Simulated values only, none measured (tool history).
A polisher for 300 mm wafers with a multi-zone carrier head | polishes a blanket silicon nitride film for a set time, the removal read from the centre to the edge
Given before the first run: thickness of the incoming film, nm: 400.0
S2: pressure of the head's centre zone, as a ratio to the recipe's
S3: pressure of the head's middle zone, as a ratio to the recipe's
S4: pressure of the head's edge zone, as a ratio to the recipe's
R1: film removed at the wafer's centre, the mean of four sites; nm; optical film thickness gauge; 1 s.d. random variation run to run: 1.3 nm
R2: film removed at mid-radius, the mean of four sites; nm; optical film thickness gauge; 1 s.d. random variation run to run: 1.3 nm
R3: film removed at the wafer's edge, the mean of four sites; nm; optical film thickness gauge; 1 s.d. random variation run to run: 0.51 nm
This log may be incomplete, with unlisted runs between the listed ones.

Run 1, hour 0: flow of slurry (ml/min) 235, S2 1, S3 1, S4 1, polishing time (s) 69. Result: R1 113.57 nm, R2 111.77 nm, R3 109.86 nm.
Run 2, hour 5.8: flow of slurry (ml/min) 230, S2 1, S3 0.99, S4 0.96, polishing time (s) 65. Result: R1 107.04 nm, R2 105.34 nm, R3 100.65 nm.
Run 3, hour 10.4: flow of slurry (ml/min) 225, S2 0.99, S3 0.97, S4 0.93, polishing time (s) 63. Result: R1 104.26 nm, R2 98.605 nm, R3 96.309 nm.
Run 4, hour 15.5: flow of slurry (ml/min) 225, S2 1.03, S3 0.97, S4 0.93, polishing time (s) 63. Result: R1 107.19 nm, R2 100.96 nm, R3 96.434 nm.
Run 5, hour 20.1: flow of slurry (ml/min) 225, S2 0.94, S3 0.97, S4 0.93, polishing time (s) 63. Result: R1 96.197 nm, R2 99.921 nm, R3 96.795 nm.
Run 6, hour 25.3: flow of slurry (ml/min) 265, S2 0.94, S3 0.97, S4 0.93, polishing time (s) 63. Result: R1 98.428 nm, R2 101.54 nm, R3 98.303 nm.
Run 7, hour 32.3: flow of slurry (ml/min) 260, S2 0.95, S3 0.96, S4 0.9, polishing time (s) 61. Result: R1 95.048 nm, R2 97.896 nm, R3 92.293 nm.

Predict the results of run 8:
Run 8, hour 35.9: flow of slurry (ml/min) 260, S2 0.96, S3 0.94, S4 0.88, polishing time (s) 60. Result: R1 ?, R2 ?, R3 ?.

R1: 97.659 nm
R2: 94.573 nm
R3: 90.287 nm
